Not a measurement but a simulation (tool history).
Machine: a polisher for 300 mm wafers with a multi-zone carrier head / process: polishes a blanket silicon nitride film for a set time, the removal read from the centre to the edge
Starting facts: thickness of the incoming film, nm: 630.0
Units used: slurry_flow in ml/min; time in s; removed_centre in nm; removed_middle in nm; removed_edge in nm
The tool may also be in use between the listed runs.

| run | hour | slurry_flow | centre_zone | middle_zone | edge_zone | time | removed_centre | removed_middle | removed_edge |
|---|---|---|---|---|---|---|---|---|---|
| 1 | 0.0 | 165 | 1.00 | 1.00 | 1.00 | 76 | 133.34 | 136.11 | 134.71 |
| 2 | 2.3 | 165 | 1.07 | 1.00 | 1.00 | 76 | 146.97 | 137.33 | 134.65 |
| 3 | 6.7 | 165 | 1.07 | 1.00 | 1.00 | 63 | 120.71 | 112.56 | 109.48 |
| 4 | 10.6 | 180 | 1.10 | 1.03 | 1.02 | 70 | 137.41 | 128.46 | 123.54 |
| 5 | 17.8 | 180 | 1.07 | 1.03 | 1.02 | 70 | 134.28 | 130.27 | 123.16 |
| 6 | 25.0 | 180 | 1.07 | 1.03 | 1.05 | 70 | 134.96 | 127.20 | 125.56 |
| 7 | 32.4 | 180 | 1.07 | 1.03 | 1.05 | 70 | 136.76 | 128.77 | 126.08 |
| 8 | 40.6 | 190 | 1.11 | 1.06 | 1.07 | 75 | 150.08 | 141.52 | 135.76 |
| 9 | 45.0 | 200 | 1.13 | 1.06 | 1.06 | 79 | 162.10 | 150.51 | 147.74 |

Run 10 is up next; what results do you expect?
| 10 | 45.8 | 190 | 1.15 | 1.05 | 1.01 | 83 | ? | ? | ? |

Run 10 yielded removed_centre 173.31 nm, removed_middle 160.51 nm, removed_edge 148.92 nm.

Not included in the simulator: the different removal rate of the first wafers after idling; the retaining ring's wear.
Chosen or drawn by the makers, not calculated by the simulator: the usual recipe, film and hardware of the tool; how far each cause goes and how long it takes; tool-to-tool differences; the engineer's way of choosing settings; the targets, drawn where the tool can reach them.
